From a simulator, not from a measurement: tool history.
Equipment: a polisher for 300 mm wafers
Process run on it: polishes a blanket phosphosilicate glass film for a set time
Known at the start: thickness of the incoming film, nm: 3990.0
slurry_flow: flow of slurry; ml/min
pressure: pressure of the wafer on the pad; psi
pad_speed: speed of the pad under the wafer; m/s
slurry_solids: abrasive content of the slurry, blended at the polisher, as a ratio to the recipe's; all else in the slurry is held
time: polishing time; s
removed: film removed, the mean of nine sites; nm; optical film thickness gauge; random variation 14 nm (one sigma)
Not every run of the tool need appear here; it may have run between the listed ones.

run 1 hour=0.0 | slurry_flow=160 pressure=3.7 pad_speed=1.28 slurry_solids=1.0 time=44 | removed=634.51
run 2 hour=7.3 | slurry_flow=160 pressure=3.7 pad_speed=1.28 slurry_solids=1.0 time=44 | removed=658.69
run 3 hour=12.9 | slurry_flow=160 pressure=3.7 pad_speed=1.28 slurry_solids=1.1 time=44 | removed=669.33
run 4 hour=14.8 | slurry_flow=160 pressure=3.1 pad_speed=1.28 slurry_solids=1.1 time=44 | removed=572.90
run 5 hour=23.7 | slurry_flow=125 pressure=3.1 pad_speed=1.28 slurry_solids=1.1 time=44 | removed=549.26
run 6 hour=27.1 | slurry_flow=125 pressure=3.4 pad_speed=1.28 slurry_solids=1.1 time=44 | removed=599.24
run 7 hour=33.6 | slurry_flow=125 pressure=3.4 pad_speed=1.28 slurry_solids=1.1 time=44 | removed=586.57
run 8 hour=34.6 | slurry_flow=130 pressure=3.7 pad_speed=1.28 slurry_solids=1.1 time=44 | removed=631.19

The next listed run, before its measurement:
run 9 hour=40.9 | slurry_flow=135 pressure=3.9 pad_speed=1.28 slurry_solids=1.1 time=44 | removed=?

removed: 683.39 nm
